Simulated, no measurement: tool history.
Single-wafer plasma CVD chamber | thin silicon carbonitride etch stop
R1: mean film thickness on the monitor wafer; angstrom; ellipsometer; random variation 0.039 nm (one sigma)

Run 1, day 0: RF power (kW) 0.21, deposition time (s) 25.9. Result: R1 146.62 angstrom.
Run 2, day 0.158: RF power (kW) 0.21, deposition time (s) 29.3. Result: R1 166.47 angstrom.
Run 3, day 0.304: RF power (kW) 0.215, deposition time (s) 29.4. Result: R1 168.93 angstrom.
Run 4, day 0.542: RF power (kW) 0.215, deposition time (s) 26.3. Result: R1 150.8 angstrom.
Run 5, day 0.788: RF power (kW) 0.23, deposition time (s) 26.7. Result: R1 157.71 angstrom.
Run 6, day 0.838: RF power (kW) 0.205, deposition time (s) 26.7. Result: R1 149.87 angstrom.
Run 7, day 0.912: RF power (kW) 0.24, deposition time (s) 27.4. Result: R1 165.64 angstrom.
Run 8, day 1.021: RF power (kW) 0.245, deposition time (s) 27.4. Result: R1 166.49 angstrom.
Run 9, day 1.05: RF power (kW) 0.25, deposition time (s) 27.4. Result: R1 167.28 angstrom.

The next listed run, before its measurement:
Run 10, day 1.083: RF power (kW) 0.255, deposition time (s) 27.4. Result: R1 ?.

Run 10 gave R1 168.73 angstrom.

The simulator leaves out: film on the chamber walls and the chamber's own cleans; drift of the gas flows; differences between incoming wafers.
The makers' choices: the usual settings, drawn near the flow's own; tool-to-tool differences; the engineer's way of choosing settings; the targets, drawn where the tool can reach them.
